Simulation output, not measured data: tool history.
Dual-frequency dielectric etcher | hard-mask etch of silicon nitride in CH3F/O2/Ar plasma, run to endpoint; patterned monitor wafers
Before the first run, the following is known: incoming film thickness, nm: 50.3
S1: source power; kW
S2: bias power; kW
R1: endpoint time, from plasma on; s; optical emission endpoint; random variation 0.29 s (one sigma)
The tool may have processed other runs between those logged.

Run 1, hour 0.0: S1 0.450 kW, S2 0.068 kW. Result: R1 68.836 s.
Run 2, hour 2.4: S1 0.420 kW, S2 0.065 kW. Result: R1 73.126 s.
Run 3, hour 10.5: S1 0.420 kW, S2 0.060 kW. Result: R1 75.637 s.
Run 4, hour 12.5: S1 0.400 kW, S2 0.059 kW. Result: R1 78.064 s.
Run 5, hour 18.7: S1 0.430 kW, S2 0.059 kW. Result: R1 74.581 s.
Run 6, hour 23.7: S1 0.430 kW, S2 0.065 kW. Result: R1 72.056 s.
Run 7, hour 31.1: S1 0.430 kW, S2 0.065 kW. Result: R1 72.042 s.
Run 8, hour 36.8: S1 0.410 kW, S2 0.064 kW. Result: R1 75.145 s.
Run 9, hour 37.4: S1 0.400 kW, S2 0.064 kW. Result: R1 76.277 s.
Run 10, hour 44.7: S1 0.310 kW, S2 0.059 kW. Result: R1 94.397 s.
Run 11, hour 49.8: S1 0.320 kW, S2 0.059 kW. Result: R1 92.022 s.

Estimate the outcome of run 12 from the log above:
Run 12, hour 57.2: S1 0.330 kW, S2 0.059 kW. Result: R1 ?.

Logged for run 12: R1 90.234 s.
